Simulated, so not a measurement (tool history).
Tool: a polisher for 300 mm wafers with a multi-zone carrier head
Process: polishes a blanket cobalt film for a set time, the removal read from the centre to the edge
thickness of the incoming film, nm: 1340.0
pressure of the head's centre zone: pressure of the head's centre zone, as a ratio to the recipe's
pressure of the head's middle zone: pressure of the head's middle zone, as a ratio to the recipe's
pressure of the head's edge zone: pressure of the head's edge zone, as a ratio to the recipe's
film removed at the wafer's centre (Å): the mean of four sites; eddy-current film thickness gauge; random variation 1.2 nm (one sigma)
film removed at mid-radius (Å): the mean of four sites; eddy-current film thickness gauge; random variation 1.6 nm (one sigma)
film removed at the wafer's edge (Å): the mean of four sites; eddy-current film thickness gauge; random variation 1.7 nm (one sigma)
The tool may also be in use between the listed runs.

run,hour,flow of slurry (ml/min),pressure of the head's centre zone,pressure of the head's middle zone,pressure of the head's edge zone,polishing time (s),film removed at the wafer's centre (Å),film removed at mid-radius (Å),film removed at the wafer's edge (Å)
1,0.0,205,1.00,1.00,1.00,52,3442.7,3355.9,3627.4
2,0.7,205,0.99,1.01,0.98,49,3219.0,3186.5,3352.9
3,7.8,255,0.99,1.01,0.98,49,3367.4,3344.4,3420.5
4,14.5,255,0.99,1.01,0.98,43,2890.6,2894.8,2999.2
5,15.5,255,0.99,1.01,1.01,43,2941.1,2911.6,3018.4
6,22.7,255,1.03,1.01,1.01,43,3004.9,2881.2,3041.3
7,23.5,255,1.01,1.01,0.99,41,2877.4,2786.4,2854.8
8,32.0,250,0.99,1.01,0.98,39,2672.7,2687.1,2726.6
9,39.8,245,0.97,1.00,0.97,38,2505.1,2552.3,2661.9

Run 10 comes next. What will it give?
# hour 47.3: edge zone pressure recalibrated
10,47.3,250,0.96,1.00,0.96,36,?,?,?

Run 10 gave film removed at the wafer's centre (Å) 2387.2, film removed at mid-radius (Å) 2410.9, film removed at the wafer's edge (Å) 2404.2.

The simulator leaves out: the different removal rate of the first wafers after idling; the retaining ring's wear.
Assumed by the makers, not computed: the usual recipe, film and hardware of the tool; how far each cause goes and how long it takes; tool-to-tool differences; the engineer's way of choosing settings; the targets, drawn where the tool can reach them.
